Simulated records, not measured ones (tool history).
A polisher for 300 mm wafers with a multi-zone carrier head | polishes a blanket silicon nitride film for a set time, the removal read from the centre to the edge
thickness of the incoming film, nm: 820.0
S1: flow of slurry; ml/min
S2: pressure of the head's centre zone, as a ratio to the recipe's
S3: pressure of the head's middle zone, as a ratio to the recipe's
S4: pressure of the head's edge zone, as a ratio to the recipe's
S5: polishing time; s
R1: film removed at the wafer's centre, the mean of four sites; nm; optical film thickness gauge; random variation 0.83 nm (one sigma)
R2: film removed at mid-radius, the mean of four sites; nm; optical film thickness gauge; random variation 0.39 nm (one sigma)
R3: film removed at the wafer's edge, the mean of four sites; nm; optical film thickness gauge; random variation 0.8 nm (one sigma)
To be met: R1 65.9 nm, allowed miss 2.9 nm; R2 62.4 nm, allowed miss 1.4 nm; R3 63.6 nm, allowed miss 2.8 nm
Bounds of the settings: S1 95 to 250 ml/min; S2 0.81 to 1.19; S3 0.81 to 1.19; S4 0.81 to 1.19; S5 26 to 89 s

run    day   S1    S2    S3    S4  S5      R1      R2      R3
  1      0  160     1     1     1  57    85.8  96.665  97.788
  2  0.262  160     1  1.05     1  57  86.255  99.158  93.677
  3  0.367  160     1  1.05     1  44  66.891  77.137  74.323
  4  0.683  160  0.95  1.05     1  44  62.787  77.843  73.128
  5  0.862  160  0.95  1.05  0.97  44  62.905   77.47  73.427
  6  1.225  155  0.98  1.04  0.96  43  64.569  74.421  69.767
  7  1.588  150  0.99  1.02  0.95  43  64.303  73.747  70.196
     1.742  -- centre zone pressure recalibrated
  8  1.742  150  1.09  0.92  0.85  36  62.858  55.703  55.416
  9  1.975  195  1.05  0.94  0.95  36  63.542  59.928  60.182
 10  2.271  195  1.05  0.94  0.96  36  63.389  59.688  61.047
 11  2.529  200  1.05  0.94  0.97  36  63.512  60.093  60.777
 12  2.642  200  1.05  0.94  0.98  36  64.269  59.799  60.854

Which of these 4 next moves meets every target?
  A  2.754  195     1  0.83  1.03  37   ?   ?   ?
  B  2.754  235  1.02  1.05  0.89  35   ?   ?   ?
  C  2.754  235  1.16  1.03  0.86  34   ?   ?   ?
  D  2.754  195  0.98  0.87  0.84  40   ?   ?   ?

move      R1      R2      R3
   A  62.284  55.058  65.981
   B  61.973  65.052  59.218
   C  68.518  62.126  56.653
   D  65.995  61.892  64.824
A: further off than the last run
B: takes the result that was furthest off past its target
C: brings the result that was furthest off to its target, and leaves another outside
D: meets every target
Move D is the one to make.
